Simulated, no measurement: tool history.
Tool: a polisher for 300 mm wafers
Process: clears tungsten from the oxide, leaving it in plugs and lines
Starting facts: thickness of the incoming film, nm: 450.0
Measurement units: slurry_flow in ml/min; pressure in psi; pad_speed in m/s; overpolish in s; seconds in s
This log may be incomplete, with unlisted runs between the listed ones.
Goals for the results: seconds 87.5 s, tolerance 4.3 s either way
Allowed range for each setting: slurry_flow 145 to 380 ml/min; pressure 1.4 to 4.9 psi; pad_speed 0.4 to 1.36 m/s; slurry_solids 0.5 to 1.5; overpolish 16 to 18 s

| run | hour | slurry_flow | pressure | pad_speed | slurry_solids | overpolish | seconds |
|---|---|---|---|---|---|---|---|
| 1 | 0 | 245 | 3.1 | 0.88 | 1 | 16 | 150.18 |
| 2 | 8.8 | 245 | 3.1 | 0.88 | 1 | 18 | 148.38 |
| 3 | 11.6 | 245 | 3.6 | 0.9 | 1 | 18 | 125.73 |
| 4 | 16.2 | 245 | 4 | 0.92 | 1 | 18 | 113.89 |
| 5 | 22.8 | 245 | 4 | 0.92 | 1 | 18 | 110.52 |
| 6 | 26 | 245 | 4 | 1.04 | 1 | 18 | 96.817 |
| 7 | 29.1 | 245 | 4.1 | 1.04 | 1 | 18 | 98.062 |
| 8 | 29.7 | 245 | 4.2 | 1.04 | 1 | 18 | 94.182 |

5 candidate next runs follow, results not yet known. Just one meets every target within its allowed miss. Identify it.
| A | 30.3 | 240 | 4.5 | 0.96 | 0.85 | 16 | ? |
| B | 30.3 | 265 | 4.5 | 1.04 | 1 | 18 | ? |
| C | 30.3 | 335 | 4.1 | 1.02 | 0.9 | 18 | ? |
| D | 30.3 | 205 | 3.6 | 1.02 | 1.4 | 18 | ? |
| E | 30.3 | 275 | 3.6 | 1.1 | 1.15 | 17 | ? |

| move | seconds |
|---|---|
| A | 98.171 |
| B | 86.234 |
| C | 96.62 |
| D | 103.74 |
| E | 97.654 |
A: misses by more than the last run did
B: every result lands within tolerance
C: misses by more than the last run did
D: misses by more than the last run did
E: misses by more than the last run did
Move B is the one to make.

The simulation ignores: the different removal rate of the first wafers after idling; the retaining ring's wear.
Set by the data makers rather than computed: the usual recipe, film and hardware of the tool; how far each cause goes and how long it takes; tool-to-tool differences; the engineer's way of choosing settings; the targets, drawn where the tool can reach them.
